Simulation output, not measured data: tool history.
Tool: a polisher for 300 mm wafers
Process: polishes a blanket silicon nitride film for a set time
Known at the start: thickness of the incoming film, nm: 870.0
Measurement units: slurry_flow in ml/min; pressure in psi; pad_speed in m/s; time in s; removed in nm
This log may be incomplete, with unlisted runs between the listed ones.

run,hour,slurry_flow,pressure,pad_speed,time,removed
1,0,245,4,0.98,116,212.54
2,8.3,245,4.3,0.98,116,222.78
3,14.3,245,4.7,1,116,242.08
4,14.9,245,4.7,1,116,238.28
5,19.6,245,4.7,1.14,116,267.56
6,20.8,245,4.9,1.14,116,276.2
7,24.8,245,5.1,1.14,116,278.78
8,29.8,245,5.3,1.16,116,293.94
9,32.6,245,5.5,1.16,116,298.95

Predict the results of run 10:
10,37.2,245,5.6,1.18,116,?

Run 10 produced removed 310.96 nm.

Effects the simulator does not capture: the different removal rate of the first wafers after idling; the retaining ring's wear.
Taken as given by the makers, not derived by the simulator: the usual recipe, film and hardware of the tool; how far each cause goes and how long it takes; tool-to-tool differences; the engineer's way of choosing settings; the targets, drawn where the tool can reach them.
